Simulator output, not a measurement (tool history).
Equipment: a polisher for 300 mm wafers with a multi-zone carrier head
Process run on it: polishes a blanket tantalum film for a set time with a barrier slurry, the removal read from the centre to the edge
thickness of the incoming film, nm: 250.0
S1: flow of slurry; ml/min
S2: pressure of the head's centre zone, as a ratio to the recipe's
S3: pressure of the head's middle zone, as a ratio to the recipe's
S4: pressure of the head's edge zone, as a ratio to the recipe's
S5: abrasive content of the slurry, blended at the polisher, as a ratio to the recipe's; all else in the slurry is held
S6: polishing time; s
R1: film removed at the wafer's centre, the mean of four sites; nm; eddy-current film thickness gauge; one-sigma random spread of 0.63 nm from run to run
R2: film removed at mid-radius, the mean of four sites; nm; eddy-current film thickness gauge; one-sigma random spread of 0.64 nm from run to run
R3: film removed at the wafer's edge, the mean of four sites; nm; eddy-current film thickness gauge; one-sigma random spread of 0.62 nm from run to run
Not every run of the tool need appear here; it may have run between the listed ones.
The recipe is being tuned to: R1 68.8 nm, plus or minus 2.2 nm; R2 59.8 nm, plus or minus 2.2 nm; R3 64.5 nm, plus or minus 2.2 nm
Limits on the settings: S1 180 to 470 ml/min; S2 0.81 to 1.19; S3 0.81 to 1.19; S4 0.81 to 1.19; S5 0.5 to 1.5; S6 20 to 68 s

run 1 day=0 | S1=300 S2=1 S3=1 S4=1 S5=1 S6=44 | R1=47.849 R2=48.226 R3=49.234
run 2 day=0.05 | S1=300 S2=1 S3=1 S4=1 S5=1 S6=38 | R1=41.459 R2=41.504 R3=42.015
run 3 day=0.175 | S1=300 S2=1 S3=1 S4=1 S5=1.2 S6=38 | R1=43.382 R2=44.281 R3=45.32
run 4 day=0.321 | S1=300 S2=1 S3=1 S4=0.94 S5=1.2 S6=38 | R1=43.646 R2=44.99 R3=44.254
run 5 day=0.525 | S1=310 S2=1.05 S3=1 S4=0.98 S5=1.3 S6=41 | R1=51.667 R2=48.059 R3=51.206
run 6 day=0.558 | S1=320 S2=1.08 S3=1.05 S4=1 S5=1.35 S6=42 | R1=53.948 R2=53.528 R3=52.193
run 7 day=0.933 | S1=325 S2=1.11 S3=1.04 S4=1.03 S5=1.4 S6=43 | R1=58.534 R2=54.301 R3=54.436
run 8 day=1.279 | S1=325 S2=1.11 S3=1.03 S4=1.04 S5=1.45 S6=45 | R1=62.539 R2=57.37 R3=58.91
run 9 day=1.488 | S1=330 S2=1.12 S3=1.02 S4=1.06 S5=1.45 S6=46 | R1=63.982 R2=57.117 R3=59.353
run 10 day=1.838 | S1=325 S2=1.12 S3=1.01 S4=1.06 S5=1.45 S6=47 | R1=65.116 R2=58.56 R3=61.486
run 11 day=1.95 | S1=325 S2=1.13 S3=1 S4=1.07 S5=1.45 S6=47 | R1=64.521 R2=57.91 R3=61.391
run 12 day=2.317 | S1=330 S2=1.14 S3=1 S4=1.08 S5=1.45 S6=47 | R1=66.154 R2=58.42 R3=61.774
run 13 day=2.542 | S1=335 S2=1.14 S3=1 S4=1.09 S5=1.45 S6=47 | R1=65.454 R2=58.264 R3=61.489

Next run, 4 choices. One meets every target within its allowed miss, the rest don't. Which?
run A day=2.767 | S1=420 S2=1.19 S3=0.91 S4=0.99 S5=1.4 S6=46 | R1=? R2=? R3=?
run B day=2.767 | S1=395 S2=1.14 S3=0.97 S4=1.07 S5=1.1 S6=53 | R1=? R2=? R3=?
run C day=2.767 | S1=325 S2=1.11 S3=0.96 S4=1.04 S5=1.5 S6=46 | R1=? R2=? R3=?
run D day=2.767 | S1=360 S2=1.09 S3=1.01 S4=1.11 S5=1.4 S6=48 | R1=? R2=? R3=?

move=A R1=67.605 R2=53.992 R3=58.568
move=B R1=69.069 R2=59.894 R3=64.913
move=C R1=63.136 R2=55.955 R3=60.326
move=D R1=64.014 R2=59.583 R3=64.186
A: corrects the largest miss of the last run, while another result sits out of spec
B: every result within its allowed miss
C: misses by more than the last run did
D: misses by more than the last run did
The right move is B.
